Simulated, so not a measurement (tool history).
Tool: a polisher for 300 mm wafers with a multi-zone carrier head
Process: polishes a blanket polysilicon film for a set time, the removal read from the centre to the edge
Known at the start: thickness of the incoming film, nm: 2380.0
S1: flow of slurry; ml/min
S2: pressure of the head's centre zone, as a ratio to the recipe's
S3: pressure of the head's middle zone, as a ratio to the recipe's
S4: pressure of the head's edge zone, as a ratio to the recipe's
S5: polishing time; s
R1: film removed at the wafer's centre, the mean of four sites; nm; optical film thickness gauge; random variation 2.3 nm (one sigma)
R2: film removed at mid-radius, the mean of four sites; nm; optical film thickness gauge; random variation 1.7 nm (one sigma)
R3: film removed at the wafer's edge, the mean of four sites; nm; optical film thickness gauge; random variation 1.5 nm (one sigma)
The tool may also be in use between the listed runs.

Run 1, hour 0.0: S1 135 ml/min, S2 1.00, S3 1.00, S4 1.00, S5 50 s. Result: R1 267.25 nm, R2 267.15 nm, R3 262.39 nm.
Run 2, hour 6.3: S1 135 ml/min, S2 1.00, S3 1.00, S4 1.00, S5 61 s. Result: R1 316.51 nm, R2 325.21 nm, R3 322.57 nm.
Run 3, hour 11.6: S1 135 ml/min, S2 1.00, S3 0.92, S4 1.00, S5 61 s. Result: R1 326.21 nm, R2 308.34 nm, R3 323.04 nm.
Run 4, hour 20.6: S1 125 ml/min, S2 0.96, S3 0.93, S4 0.97, S5 58 s. Result: R1 288.91 nm, R2 291.52 nm, R3 303.03 nm.
Run 5, hour 27.5: S1 120 ml/min, S2 0.94, S3 0.94, S4 0.95, S5 54 s. Result: R1 261.53 nm, R2 270.14 nm, R3 273.14 nm.
Run 6, hour 32.2: S1 120 ml/min, S2 0.94, S3 0.85, S4 0.95, S5 54 s. Result: R1 264.21 nm, R2 255.60 nm, R3 276.15 nm.
Run 7, hour 37.6: S1 115 ml/min, S2 0.92, S3 0.87, S4 0.93, S5 52 s. Result: R1 244.54 nm, R2 249.12 nm, R3 261.83 nm.
Run 8, hour 43.4: S1 110 ml/min, S2 0.91, S3 0.88, S4 0.91, S5 50 s. Result: R1 230.41 nm, R2 233.86 nm, R3 245.46 nm.
Run 9, hour 48.6: S1 105 ml/min, S2 0.89, S3 0.90, S4 0.89, S5 49 s. Result: R1 217.52 nm, R2 233.86 nm, R3 233.12 nm.
Run 10, hour 52.4: S1 100 ml/min, S2 0.88, S3 0.90, S4 0.88, S5 49 s. Result: R1 211.94 nm, R2 232.63 nm, R3 238.25 nm.
Run 11, hour 57.3: S1 100 ml/min, S2 0.87, S3 0.91, S4 0.87, S5 48 s. Result: R1 204.13 nm, R2 228.47 nm, R3 227.38 nm.
Run 12, hour 63.6: S1 100 ml/min, S2 0.87, S3 0.91, S4 0.87, S5 48 s. Result: R1 205.40 nm, R2 229.03 nm, R3 228.26 nm.

The next listed run, before its measurement:
Run 13, hour 68.2: S1 100 ml/min, S2 0.87, S3 0.92, S4 0.86, S5 48 s. Result: R1 ?, R2 ?, R3 ?.

Run 13 gave R1 203.90 nm, R2 227.82 nm, R3 225.00 nm.

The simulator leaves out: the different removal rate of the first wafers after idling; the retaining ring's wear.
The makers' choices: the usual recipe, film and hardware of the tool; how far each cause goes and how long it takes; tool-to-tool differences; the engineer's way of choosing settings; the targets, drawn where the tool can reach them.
